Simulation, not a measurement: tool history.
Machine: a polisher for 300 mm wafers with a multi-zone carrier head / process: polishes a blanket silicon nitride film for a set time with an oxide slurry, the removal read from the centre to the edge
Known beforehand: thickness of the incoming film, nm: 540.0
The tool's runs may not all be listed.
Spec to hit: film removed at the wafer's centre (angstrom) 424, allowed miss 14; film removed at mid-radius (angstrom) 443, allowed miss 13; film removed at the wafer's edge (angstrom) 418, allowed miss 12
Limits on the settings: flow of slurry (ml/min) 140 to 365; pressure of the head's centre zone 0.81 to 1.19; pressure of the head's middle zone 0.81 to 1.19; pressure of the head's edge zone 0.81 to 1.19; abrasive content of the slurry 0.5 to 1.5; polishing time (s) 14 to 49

run    day  flow of slurry (ml/min)  pressure of the head's centre zone  pressure of the head's middle zone  pressure of the head's edge zone  abrasive content of the slurry  polishing time (s)  film removed at the wafer's centre (angstrom)  film removed at mid-radius (angstrom)  film removed at the wafer's edge (angstrom)
  1      0                      235                                   1                                   1                                 1                               1                  31                                         282.53                                 270.94                                       273.21
  2  0.233                      245                                1.01                                1.03                              1.03                             1.1                  32                                         305.06                                 297.08                                       298.25
  3  0.446                      245                                1.01                                0.96                              1.03                             1.1                  32                                          299.7                                 274.63                                       296.69
  4  0.704                      250                                1.02                                   1                              1.05                             1.2                  33                                         329.46                                 310.45                                       323.15
  5  0.842                      250                                1.02                                   1                              1.05                             1.2                  40                                          393.8                                  372.3                                       393.18
  6  1.138                      255                                1.02                                1.03                              1.06                             1.2                  40                                         391.73                                 388.12                                       394.46
  7  1.362                      260                                1.03                                1.05                              1.07                             1.2                  40                                         411.21                                 389.74                                       397.01
  8  1.458                      265                                1.02                                1.07                              1.08                             1.2                  40                                         393.98                                 402.95                                       398.28
  9  1.529                      270                                1.03                                1.08                              1.09                             1.2                  40                                         406.07                                 397.18                                       400.03
 10    1.6                      270                                1.03                                 1.1                              1.09                             1.2                  40                                         405.27                                 403.56                                       401.57
 11  1.854                      275                                1.03                                1.12                              1.09                             1.2                  40                                          403.9                                 423.63                                       401.94
 12  2.175                      280                                1.03                                1.12                               1.1                             1.2                  40                                          404.7                                 415.78                                       407.27
 13  2.325                      285                                1.03                                1.13                               1.1                             1.2                  40                                         413.07                                 421.17                                       402.34

Next run, 4 choices. One meets every target within its allowed miss, the rest don't. Which?
  A  2.475                      175                                1.01                                1.08                              1.01                            1.45                  39                                              ?                                      ?                                            ?
  B  2.475                      290                                1.05                                1.16                              1.02                             1.2                  40                                              ?                                      ?                                            ?
  C  2.475                      335                                1.07                                1.12                              1.19                            1.25                  38                                              ?                                      ?                                            ?
  D  2.475                      360                                1.02                                1.14                               1.1                             1.4                  39                                              ?                                      ?                                            ?

move  film removed at the wafer's centre (angstrom)  film removed at mid-radius (angstrom)  film removed at the wafer's edge (angstrom)
   A                                         391.64                                 404.34                                       384.16
   B                                         411.86                                 432.13                                       382.92
   C                                         410.21                                  409.2                                       403.31
   D                                          420.8                                 447.13                                       415.99
A: the biggest miss grows against the last run
B: brings the last run's worst result on target, with another outside its allowed miss
C: the biggest miss grows against the last run
D: every result lands within tolerance
Correct choice: D, which meets every target
